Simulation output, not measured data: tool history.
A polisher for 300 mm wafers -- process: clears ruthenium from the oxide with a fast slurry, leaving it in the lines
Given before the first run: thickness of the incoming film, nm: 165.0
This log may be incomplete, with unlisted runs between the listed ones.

run,hour,flow of slurry (ml/min),pressure of the wafer on the pad (kPa),speed of the pad under the wafer (m/s),abrasive content of the slurry,overpolish time after the end point (s),time until the end point was called (s),dishing of a wide line in a test structure (angstrom)
1,0,285,12.4,0.84,1,29,69.902,541.01
2,2.3,285,10.3,0.8,1,30,86.393,466.5
3,7.6,285,13.1,0.8,1,30,68.793,566.63
4,10,285,13.1,0.92,1,30,61.329,631.59
5,17.3,285,11,0.84,1,31,77.538,526.93
6,21.6,285,9.7,0.78,1,32,95.433,462.88

Predict the results of run 7:
7,30.2,285,8.3,0.76,1,32,?,?

{"run 7": {"time until the end point was called (s)": 106.63, "dishing of a wide line in a test structure (angstrom)": 407.95}}
